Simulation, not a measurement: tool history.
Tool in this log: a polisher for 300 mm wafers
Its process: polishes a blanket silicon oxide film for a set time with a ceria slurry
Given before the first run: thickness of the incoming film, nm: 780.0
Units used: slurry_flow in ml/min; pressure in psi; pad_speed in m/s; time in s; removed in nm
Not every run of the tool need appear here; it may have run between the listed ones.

run,day,slurry_flow,pressure,pad_speed,time,removed
1,0.000,230,4.1,0.94,71,433.32
2,0.333,230,4.1,1.10,71,506.51
3,0.400,230,4.1,0.96,71,439.56
4,0.704,230,4.4,0.96,71,455.54
5,0.746,230,4.4,0.96,75,493.92
6,0.971,230,4.4,0.76,75,386.81
7,1.033,230,4.7,0.78,75,424.93
8,1.058,230,5.0,0.80,75,451.32
9,1.138,230,5.2,0.82,75,472.21
10,1.442,230,5.4,0.84,75,516.97
11,1.592,230,6.3,0.86,75,578.73

What does the tool deliver on the next run?
12,1.804,230,6.3,0.88,75,?

For run 12 the tool returned removed 610.88 nm.
